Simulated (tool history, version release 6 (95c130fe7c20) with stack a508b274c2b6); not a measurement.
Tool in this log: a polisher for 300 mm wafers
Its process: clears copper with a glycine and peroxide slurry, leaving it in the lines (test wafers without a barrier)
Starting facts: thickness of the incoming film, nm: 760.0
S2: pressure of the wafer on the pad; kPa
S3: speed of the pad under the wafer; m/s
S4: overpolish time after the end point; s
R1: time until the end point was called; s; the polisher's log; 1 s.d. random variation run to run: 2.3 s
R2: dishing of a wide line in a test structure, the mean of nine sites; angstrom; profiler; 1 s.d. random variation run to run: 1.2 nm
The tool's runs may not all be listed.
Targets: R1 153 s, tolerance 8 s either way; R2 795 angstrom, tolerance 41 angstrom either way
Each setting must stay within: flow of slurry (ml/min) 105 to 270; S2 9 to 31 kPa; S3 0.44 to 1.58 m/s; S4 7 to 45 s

run 1 day=0 | flow_of_slurry_(ml/min)=175 S2=20 S3=1 S4=23 | R1=135.59 R2=680.26
run 2 day=0.071 | flow_of_slurry_(ml/min)=175 S2=19.3 S3=0.98 S4=25 | R1=137.35 R2=695.21
run 3 day=0.104 | flow_of_slurry_(ml/min)=175 S2=18.6 S3=0.96 S4=27 | R1=145.82 R2=694.67
run 4 day=0.308 | flow_of_slurry_(ml/min)=175 S2=18.6 S3=1.14 S4=27 | R1=124.93 R2=782.96
-- day=0.504 worn pad replaced by a new one
run 5 day=0.504 | flow_of_slurry_(ml/min)=175 S2=17.2 S3=1.12 S4=29 | R1=119.71 R2=822.73
run 6 day=0.596 | flow_of_slurry_(ml/min)=215 S2=17.2 S3=1.12 S4=29 | R1=121.06 R2=805.35
run 7 day=0.671 | flow_of_slurry_(ml/min)=210 S2=15.9 S3=1.08 S4=31 | R1=129.13 R2=810.85
run 8 day=0.788 | flow_of_slurry_(ml/min)=205 S2=14.5 S3=1.06 S4=32 | R1=143.91 R2=757.17
run 9 day=1.058 | flow_of_slurry_(ml/min)=200 S2=14.5 S3=1.06 S4=33 | R1=143.31 R2=776.89
run 10 day=1.088 | flow_of_slurry_(ml/min)=195 S2=14.5 S3=1.06 S4=34 | R1=143.7 R2=806.78

Next run, 5 choices. One meets every target within its allowed miss, the rest don't. Which?
run A day=1.117 | flow_of_slurry_(ml/min)=195 S2=15.2 S3=1.14 S4=31 | R1=? R2=?
run B day=1.117 | flow_of_slurry_(ml/min)=265 S2=17.9 S3=0.76 S4=33 | R1=? R2=?
run C day=1.117 | flow_of_slurry_(ml/min)=225 S2=17.9 S3=0.82 S4=39 | R1=? R2=?
run D day=1.117 | flow_of_slurry_(ml/min)=245 S2=15.9 S3=1.1 S4=37 | R1=? R2=?
run E day=1.117 | flow_of_slurry_(ml/min)=260 S2=13.8 S3=1.22 S4=30 | R1=? R2=?

move=A R1=131.8 R2=811.38
move=B R1=153.2 R2=803.3
move=C R1=147.13 R2=904.85
move=D R1=127.09 R2=917.07
move=E R1=130.02 R2=789.37
A: moves away from the targets compared with the last run
B: hits every target within its allowed miss
C: the furthest-off result lands on target, but another misses its tolerance
D: moves away from the targets compared with the last run
E: moves away from the targets compared with the last run
The right move is B.

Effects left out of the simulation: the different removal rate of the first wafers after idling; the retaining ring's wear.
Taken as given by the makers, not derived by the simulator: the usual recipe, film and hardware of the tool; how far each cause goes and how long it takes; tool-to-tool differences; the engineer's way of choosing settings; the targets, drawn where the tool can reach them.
